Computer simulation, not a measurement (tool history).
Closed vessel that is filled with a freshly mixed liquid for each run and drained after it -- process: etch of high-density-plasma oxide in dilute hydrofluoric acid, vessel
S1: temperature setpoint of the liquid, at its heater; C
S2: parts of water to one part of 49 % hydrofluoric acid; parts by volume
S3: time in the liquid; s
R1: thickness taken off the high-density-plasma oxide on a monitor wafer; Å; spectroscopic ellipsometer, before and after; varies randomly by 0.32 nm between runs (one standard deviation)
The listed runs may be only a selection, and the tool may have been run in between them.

run 1 hour=0 | S1=22 S2=40 S3=335 | R1=714.5
run 2 hour=7.6 | S1=22.5 S2=40 S3=335 | R1=723.12
run 3 hour=10 | S1=23 S2=40 S3=335 | R1=746.42
run 4 hour=12.7 | S1=23 S2=30 S3=335 | R1=1001.1
run 5 hour=15.8 | S1=21 S2=30 S3=335 | R1=921.35
run 6 hour=18.3 | S1=20.5 S2=30 S3=335 | R1=902.97

Expected results for the next run?
run 7 hour=24.6 | S1=20 S2=30 S3=335 | R1=?

{"run 7": {"R1": 885.79}}
